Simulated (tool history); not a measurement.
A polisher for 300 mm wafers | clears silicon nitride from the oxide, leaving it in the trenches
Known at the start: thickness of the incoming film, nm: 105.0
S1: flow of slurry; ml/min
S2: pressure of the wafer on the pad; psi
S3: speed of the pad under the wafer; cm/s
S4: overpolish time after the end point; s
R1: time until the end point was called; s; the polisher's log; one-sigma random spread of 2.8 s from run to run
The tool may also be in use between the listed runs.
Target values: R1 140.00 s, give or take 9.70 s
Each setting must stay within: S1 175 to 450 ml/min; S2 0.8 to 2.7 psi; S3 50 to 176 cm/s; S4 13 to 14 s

{"run": 1, "day": 0.0, "S1": 290, "S2": 1.7, "S3": 112, "S4": 13, "R1": 183.51}
{"run": 2, "day": 0.033, "S1": 290, "S2": 2.0, "S3": 112, "S4": 13, "R1": 156.47}
{"run": 3, "day": 0.154, "S1": 255, "S2": 2.0, "S3": 112, "S4": 13, "R1": 153.75}
{"run": 4, "day": 0.475, "S1": 255, "S2": 2.0, "S3": 86, "S4": 13, "R1": 198.76}
{"run": 5, "day": 0.612, "S1": 190, "S2": 2.0, "S3": 86, "S4": 13, "R1": 190.99}
{"run": 6, "day": 0.842, "S1": 190, "S2": 2.0, "S3": 62, "S4": 13, "R1": 247.84}
{"run": 7, "day": 1.071, "S1": 190, "S2": 2.2, "S3": 68, "S4": 13, "R1": 213.41}
{"run": 8, "day": 1.446, "S1": 190, "S2": 2.3, "S3": 74, "S4": 13, "R1": 190.22}
{"run": 9, "day": 1.488, "S1": 190, "S2": 2.4, "S3": 78, "S4": 13, "R1": 181.09}
{"run": 10, "day": 1.817, "S1": 190, "S2": 2.5, "S3": 82, "S4": 13, "R1": 171.34}
{"run": 11, "day": 2.038, "S1": 190, "S2": 2.5, "S3": 86, "S4": 13, "R1": 165.73}
{"run": 12, "day": 2.083, "S1": 190, "S2": 2.5, "S3": 90, "S4": 13, "R1": 152.31}

Below are 4 possible settings for the next run. Only one of them brings all results inside the allowed miss of their targets. Which is it?
{"run": "A", "day": 2.129, "S1": 230, "S2": 2.7, "S3": 108, "S4": 13, "R1": "?"}
{"run": "B", "day": 2.129, "S1": 175, "S2": 2.3, "S3": 114, "S4": 14, "R1": "?"}
{"run": "C", "day": 2.129, "S1": 175, "S2": 2.5, "S3": 80, "S4": 13, "R1": "?"}
{"run": "D", "day": 2.129, "S1": 190, "S2": 2.5, "S3": 128, "S4": 13, "R1": "?"}

move=A R1=127.78
move=B R1=145.11
move=C R1=174.69
move=D R1=121.91
A: pushes the last run's worst result past its target
B: each result inside its tolerance
C: misses by more than the last run did
D: pushes the last run's worst result past its target
Move B is the one to make.
